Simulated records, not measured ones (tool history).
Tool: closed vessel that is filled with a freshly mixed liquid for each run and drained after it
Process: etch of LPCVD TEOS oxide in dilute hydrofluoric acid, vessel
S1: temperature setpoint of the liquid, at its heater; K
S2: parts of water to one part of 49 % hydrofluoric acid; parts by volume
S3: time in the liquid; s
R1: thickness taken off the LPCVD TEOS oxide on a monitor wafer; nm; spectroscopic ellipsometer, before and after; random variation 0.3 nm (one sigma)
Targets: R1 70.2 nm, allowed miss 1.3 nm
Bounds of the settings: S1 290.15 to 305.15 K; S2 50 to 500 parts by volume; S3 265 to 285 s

run,day,S1,S2,S3,R1
1,0,297.15,275,265,27.2
2,0.217,299.65,230,265,37.243
3,0.504,299.65,305,265,26.033
4,0.679,301.15,255,265,34.336
5,1.067,302.15,215,265,44.376
6,1.3,300.65,215,265,42.17
7,1.346,302.15,195,265,49.942
8,1.5,303.15,180,265,57.079
9,1.833,303.65,175,265,59.83
10,1.971,303.65,175,265,59.827
11,2.321,304.15,170,265,63.418
12,2.467,304.65,165,265,67.432

Which of these 5 next moves meets every target?
A,2.612,305.15,155,265,?
B,2.612,305.15,165,285,?
C,2.612,305.15,180,285,?
D,2.612,302.15,150,285,?
E,2.612,302.15,155,280,?

move,R1
A,73.196
B,72.919
C,65.475
D,73.734
E,69.64
A: takes the result that was furthest off past its target
B: takes the result that was furthest off past its target
C: further off than the last run
D: takes the result that was furthest off past its target
E: meets every target
Answer: E

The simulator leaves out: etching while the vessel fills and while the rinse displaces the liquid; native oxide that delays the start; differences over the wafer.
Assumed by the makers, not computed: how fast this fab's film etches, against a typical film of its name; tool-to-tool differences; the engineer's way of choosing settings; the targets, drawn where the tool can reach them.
